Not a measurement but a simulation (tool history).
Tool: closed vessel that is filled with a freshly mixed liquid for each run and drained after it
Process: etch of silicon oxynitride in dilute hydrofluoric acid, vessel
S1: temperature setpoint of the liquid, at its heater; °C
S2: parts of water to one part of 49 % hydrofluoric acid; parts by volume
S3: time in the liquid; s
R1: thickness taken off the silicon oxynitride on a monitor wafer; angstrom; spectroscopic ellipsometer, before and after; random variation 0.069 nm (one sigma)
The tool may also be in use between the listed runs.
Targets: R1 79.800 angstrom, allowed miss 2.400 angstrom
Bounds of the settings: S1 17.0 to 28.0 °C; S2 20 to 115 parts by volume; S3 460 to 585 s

Run 1, hour 0.0: S1 20.0 °C, S2 65 parts by volume, S3 585 s. Result: R1 120.680 angstrom.
Run 2, hour 3.0: S1 19.0 °C, S2 70 parts by volume, S3 585 s. Result: R1 107.200 angstrom.
Run 3, hour 7.9: S1 19.0 °C, S2 80 parts by volume, S3 585 s. Result: R1 93.017 angstrom.
Run 4, hour 14.0: S1 18.5 °C, S2 80 parts by volume, S3 585 s. Result: R1 89.333 angstrom.
Run 5, hour 22.9: S1 18.5 °C, S2 80 parts by volume, S3 460 s. Result: R1 71.081 angstrom.
Run 6, hour 24.6: S1 18.5 °C, S2 80 parts by volume, S3 585 s. Result: R1 91.090 angstrom.
Run 7, hour 30.3: S1 18.0 °C, S2 80 parts by volume, S3 585 s. Result: R1 87.266 angstrom.
Run 8, hour 36.2: S1 17.5 °C, S2 80 parts by volume, S3 585 s. Result: R1 87.164 angstrom.

4 next moves are on the table. One of them brings every result within its allowed miss. Which?
Run A, hour 42.1: S1 18.0 °C, S2 65 parts by volume, S3 500 s. Result: R1 ?.
Run B, hour 42.1: S1 19.0 °C, S2 75 parts by volume, S3 520 s. Result: R1 ?.
Run C, hour 42.1: S1 19.0 °C, S2 70 parts by volume, S3 545 s. Result: R1 ?.
Run D, hour 42.1: S1 18.5 °C, S2 80 parts by volume, S3 515 s. Result: R1 ?.

move      R1
   A  93.214
   B  87.751
   C  98.885
   D  79.186
A: further off than the last run
B: further off than the last run
C: further off than the last run
D: meets every target
Answer: D

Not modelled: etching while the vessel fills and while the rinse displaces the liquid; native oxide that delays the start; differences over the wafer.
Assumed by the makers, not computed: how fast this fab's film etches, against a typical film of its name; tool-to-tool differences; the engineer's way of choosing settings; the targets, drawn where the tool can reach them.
